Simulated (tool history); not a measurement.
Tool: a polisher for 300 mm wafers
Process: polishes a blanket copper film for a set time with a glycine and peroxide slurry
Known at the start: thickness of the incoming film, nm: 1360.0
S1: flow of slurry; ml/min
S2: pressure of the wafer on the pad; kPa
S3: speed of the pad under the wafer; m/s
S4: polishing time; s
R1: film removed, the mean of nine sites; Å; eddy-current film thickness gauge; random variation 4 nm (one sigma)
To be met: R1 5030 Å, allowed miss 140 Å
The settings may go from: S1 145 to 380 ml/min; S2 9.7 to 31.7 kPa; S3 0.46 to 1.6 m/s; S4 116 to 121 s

run,hour,S1,S2,S3,S4,R1
1,0,245,20.7,1.02,116,6729.4
2,5.2,205,20.7,1.02,116,6567.9
3,13.6,205,20,1.02,116,6394.8
4,19,175,20,1.02,116,6176
5,24.3,175,22.8,1.02,116,7002.4
6,26.2,150,22.8,1.02,116,6939.3
7,34.1,150,22.8,1.02,116,6936.8
8,38.1,150,21.4,1.02,116,6550.6
9,46.3,150,21.4,1.02,116,6485.3
10,54.1,150,20.7,1.02,116,6427.3
11,57,150,20,1.02,116,6213.9
12,63,150,19.3,1.02,116,6091.5
13,67.8,150,18.6,1.02,116,5862.5
14,73.9,150,17.9,1.02,116,5726.5
15,81.1,150,14.5,1.02,116,4774.7

4 next moves are on the table. One of them brings every result within its allowed miss. Which?
A,88.3,145,20,0.84,118,?
B,88.3,145,13.8,0.96,121,?
C,88.3,155,15.2,1.02,116,?
D,88.3,145,16.5,0.96,121,?

move,R1
A,5527.9
B,4662.2
C,5060.4
D,5375.5
A: takes the result that was furthest off past its target
B: further off than the last run
C: meets every target
D: takes the result that was furthest off past its target
Move C is the one to make.
